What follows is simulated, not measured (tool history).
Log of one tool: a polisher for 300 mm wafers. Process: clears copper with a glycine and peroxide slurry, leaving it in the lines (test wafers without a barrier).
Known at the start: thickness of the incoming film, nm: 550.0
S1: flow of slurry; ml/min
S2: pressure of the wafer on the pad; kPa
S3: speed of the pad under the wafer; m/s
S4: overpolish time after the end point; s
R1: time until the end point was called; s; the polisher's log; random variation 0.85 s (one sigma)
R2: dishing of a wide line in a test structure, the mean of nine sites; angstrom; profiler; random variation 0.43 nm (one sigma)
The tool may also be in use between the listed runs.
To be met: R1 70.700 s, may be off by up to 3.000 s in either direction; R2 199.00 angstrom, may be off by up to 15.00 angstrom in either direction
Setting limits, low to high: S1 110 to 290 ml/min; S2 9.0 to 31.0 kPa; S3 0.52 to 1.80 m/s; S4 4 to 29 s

| run | hour | S1 | S2 | S3 | S4 | R1 | R2 |
|---|---|---|---|---|---|---|---|
| 1 | 0.0 | 185 | 20.0 | 1.16 | 15 | 83.748 | 468.17 |
| 2 | 7.0 | 180 | 17.9 | 1.30 | 12 | 85.407 | 395.19 |
| 3 | 15.4 | 180 | 17.9 | 1.30 | 6 | 85.952 | 235.81 |
| 4 | 21.2 | 205 | 19.3 | 1.26 | 6 | 80.399 | 248.09 |
|  | 22.5 | worn pad replaced by a new one |
| 5 | 22.5 | 225 | 20.0 | 1.22 | 6 | 75.094 | 261.64 |
| 6 | 27.0 | 225 | 20.0 | 1.22 | 12 | 76.476 | 449.32 |
| 7 | 29.6 | 215 | 21.4 | 1.20 | 10 | 73.165 | 406.60 |
| 8 | 35.8 | 200 | 20.0 | 1.34 | 9 | 71.482 | 375.96 |
| 9 | 38.9 | 200 | 20.7 | 1.26 | 8 | 73.825 | 340.90 |
| 10 | 39.5 | 250 | 26.2 | 0.94 | 4 | 75.049 | 188.90 |

Which of these 5 next moves meets every target?
| A | 40.1 | 290 | 24.8 | 0.96 | 4 | ? | ? |
| B | 40.1 | 265 | 26.2 | 0.84 | 4 | ? | ? |
| C | 40.1 | 205 | 27.6 | 0.88 | 4 | ? | ? |
| D | 40.1 | 235 | 24.8 | 0.94 | 4 | ? | ? |
| E | 40.1 | 255 | 31.0 | 0.86 | 4 | ? | ? |

| move | R1 | R2 |
|---|---|---|
| A | 76.532 | 197.36 |
| B | 82.526 | 184.98 |
| C | 77.896 | 194.78 |
| D | 79.440 | 190.99 |
| E | 70.237 | 213.80 |
A: its largest miss is bigger than the last run's
B: its largest miss is bigger than the last run's
C: its largest miss is bigger than the last run's
D: its largest miss is bigger than the last run's
E: every result lands within tolerance
The right move is E.
